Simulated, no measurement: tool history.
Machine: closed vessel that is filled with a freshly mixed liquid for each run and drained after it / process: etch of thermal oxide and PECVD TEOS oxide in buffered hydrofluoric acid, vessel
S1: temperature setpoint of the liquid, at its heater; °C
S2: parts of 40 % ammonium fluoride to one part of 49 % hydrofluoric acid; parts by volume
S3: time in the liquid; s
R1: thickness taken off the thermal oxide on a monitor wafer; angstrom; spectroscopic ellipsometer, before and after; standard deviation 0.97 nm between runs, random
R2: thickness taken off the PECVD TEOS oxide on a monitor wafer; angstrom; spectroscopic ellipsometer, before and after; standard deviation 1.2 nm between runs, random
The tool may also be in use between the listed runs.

Run 1, hour 0: S1 22 °C, S2 10 parts by volume, S3 60 s. Result: R1 647.97 angstrom, R2 816.67 angstrom.
Run 2, hour 4.5: S1 24 °C, S2 9 parts by volume, S3 60 s. Result: R1 778.3 angstrom, R2 972.3 angstrom.
Run 3, hour 8.6: S1 24 °C, S2 9 parts by volume, S3 85 s. Result: R1 1087.6 angstrom, R2 1373.2 angstrom.
Run 4, hour 17.8: S1 24 °C, S2 9 parts by volume, S3 100 s. Result: R1 1287.2 angstrom, R2 1612.9 angstrom.
Run 5, hour 24.1: S1 22.5 °C, S2 9 parts by volume, S3 100 s. Result: R1 1193.9 angstrom, R2 1481.8 angstrom.
Run 6, hour 27: S1 24 °C, S2 9 parts by volume, S3 100 s. Result: R1 1301.7 angstrom, R2 1624.6 angstrom.

Run 7, settings as shown, results not yet in. Your forecast:
Run 7, hour 32.3: S1 25 °C, S2 9 parts by volume, S3 100 s. Result: R1 ?, R2 ?.

{"run 7": {"R1": 1363.7, "R2": 1714.2}}

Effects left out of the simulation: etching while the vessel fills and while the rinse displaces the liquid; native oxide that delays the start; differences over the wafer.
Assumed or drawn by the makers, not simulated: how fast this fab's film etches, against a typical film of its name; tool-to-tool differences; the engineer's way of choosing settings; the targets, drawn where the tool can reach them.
